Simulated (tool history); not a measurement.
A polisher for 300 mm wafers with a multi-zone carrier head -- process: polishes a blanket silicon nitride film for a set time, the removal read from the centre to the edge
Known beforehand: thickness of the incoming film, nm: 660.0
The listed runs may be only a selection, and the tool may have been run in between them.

| run | hour | flow of slurry (ml/min) | pressure of the head's centre zone | pressure of the head's middle zone | pressure of the head's edge zone | polishing time (s) | film removed at the wafer's centre (angstrom) | film removed at mid-radius (angstrom) | film removed at the wafer's edge (angstrom) |
|---|---|---|---|---|---|---|---|---|---|
| 1 | 0 | 160 | 1 | 1 | 1 | 83 | 1886.9 | 1892.4 | 1867.2 |
| 2 | 4.1 | 160 | 1 | 1.06 | 1 | 83 | 1930.2 | 1968.3 | 1820.9 |
| 3 | 4.7 | 150 | 0.98 | 1.06 | 0.99 | 83 | 1856.3 | 1938.1 | 1867 |
| 4 | 12.9 | 150 | 0.97 | 1.07 | 0.98 | 81 | 1782.6 | 1925.9 | 1819.3 |
| 5 | 18 | 120 | 0.97 | 1.07 | 0.98 | 81 | 1689.4 | 1796.3 | 1700.8 |
| 6 | 19 | 120 | 0.97 | 1.07 | 1.02 | 81 | 1691.2 | 1800.6 | 1769.2 |
| 7 | 20.3 | 115 | 0.96 | 1.08 | 1.01 | 81 | 1661.9 | 1806.9 | 1720.8 |
| 8 | 26.8 | 110 | 0.95 | 1.09 | 1.01 | 81 | 1636.7 | 1769 | 1736.3 |
| 9 | 31.7 | 110 | 0.94 | 1.1 | 1 | 81 | 1613.6 | 1784.3 | 1726.7 |
| 10 | 38.3 | 110 | 0.94 | 1.11 | 0.99 | 81 | 1604.7 | 1803 | 1734.7 |
| 11 | 46.2 | 110 | 0.94 | 1.11 | 0.99 | 81 | 1603.5 | 1807.2 | 1697.3 |

Expected results for the next run?
| 12 | 51.9 | 95 | 0.92 | 1.13 | 0.98 | 81 | ? | ? | ? |

Run 12 measured film removed at the wafer's centre (angstrom) 1501.1, film removed at mid-radius (angstrom) 1739.6, film removed at the wafer's edge (angstrom) 1667.1.

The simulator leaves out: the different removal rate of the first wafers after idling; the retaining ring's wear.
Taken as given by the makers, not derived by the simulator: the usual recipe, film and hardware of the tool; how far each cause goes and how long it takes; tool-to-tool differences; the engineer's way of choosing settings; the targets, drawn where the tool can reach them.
